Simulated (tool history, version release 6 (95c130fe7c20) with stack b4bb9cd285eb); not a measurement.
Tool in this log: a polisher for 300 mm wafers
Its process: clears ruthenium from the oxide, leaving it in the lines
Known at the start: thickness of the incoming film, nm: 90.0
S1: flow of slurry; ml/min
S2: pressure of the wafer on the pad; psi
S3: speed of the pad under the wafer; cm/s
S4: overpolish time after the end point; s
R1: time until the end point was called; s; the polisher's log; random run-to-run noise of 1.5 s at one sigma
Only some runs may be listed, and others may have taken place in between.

run	hour	S1	S2	S3	S4	R1
1	0	200	1.3	96	25	150.11
2	4.9	200	1.4	96	25	136.27
3	12.5	200	1.6	96	25	127.17
4	18.1	200	1.3	96	25	154.36
5	18.9	200	1.4	98	25	139.15
6	23.4	200	1.2	98	25	159.56
7	29.4	200	1.2	98	25	163.79
8	35	200	1.3	100	25	148.82
9	37.2	200	1.4	102	25	128.71
10	43.6	200	1.5	102	25	125.53

What does the tool deliver on the next run?
11	44.8	200	1.6	102	25	?

{"run 11": {"R1": 116.99}}
